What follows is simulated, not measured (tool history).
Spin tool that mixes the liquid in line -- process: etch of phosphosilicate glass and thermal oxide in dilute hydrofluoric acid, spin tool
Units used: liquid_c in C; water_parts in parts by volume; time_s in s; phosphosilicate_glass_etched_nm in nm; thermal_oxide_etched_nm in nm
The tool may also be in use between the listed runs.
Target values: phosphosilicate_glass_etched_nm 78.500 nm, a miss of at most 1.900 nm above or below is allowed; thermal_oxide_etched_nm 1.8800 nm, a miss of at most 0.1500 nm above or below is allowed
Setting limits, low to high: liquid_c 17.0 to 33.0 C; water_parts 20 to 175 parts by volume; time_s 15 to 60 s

run    day  liquid_c  water_parts  time_s  phosphosilicate_glass_etched_nm  thermal_oxide_etched_nm
  1  0.000      25.0           95      30                           72.039                   1.7374
  2  0.196      25.0           95      20                           47.693                   1.1975
  3  0.554      27.0           90      20                           54.332                   1.3100
  4  0.633      28.0           85      20                           59.649                   1.4450
  5  0.700      30.5           85      20                           66.507                   1.5682
  6  0.975      30.5           60      20                           97.767                   2.3233
  7  1.054      29.0           60      20                           91.236                   2.2355
  8  1.388      28.0           60      20                           87.562                   2.0805
  9  1.729      27.0           60      20                           85.810                   2.0617
 10  1.996      26.5           60      20                           83.374                   1.9742
 11  2.208      26.0           60      20                           81.098                   2.0093
 12  2.338      26.0           65      20                           74.364                   1.8519
 13  2.421      26.5           65      20                           76.554                   1.8645

Consider the 4 candidate settings below. Which is the only one whose results all fall within their allowed miss of target?
  A  2.504      32.0          115      30                                ?                        ?
  B  2.504      24.5           45      15                                ?                        ?
  C  2.504      25.0          130      45                                ?                        ?
  D  2.504      28.0           70      20                                ?                        ?

move  phosphosilicate_glass_etched_nm  thermal_oxide_etched_nm
   A                           75.393                   1.8398
   B                           78.613                   1.9184
   C                           75.451                   1.8412
   D                           75.219                   1.8356
A: lands further from the targets than the last run did
B: hits every target within its allowed miss
C: lands further from the targets than the last run did
D: lands further from the targets than the last run did
Correct choice: B, which meets every target

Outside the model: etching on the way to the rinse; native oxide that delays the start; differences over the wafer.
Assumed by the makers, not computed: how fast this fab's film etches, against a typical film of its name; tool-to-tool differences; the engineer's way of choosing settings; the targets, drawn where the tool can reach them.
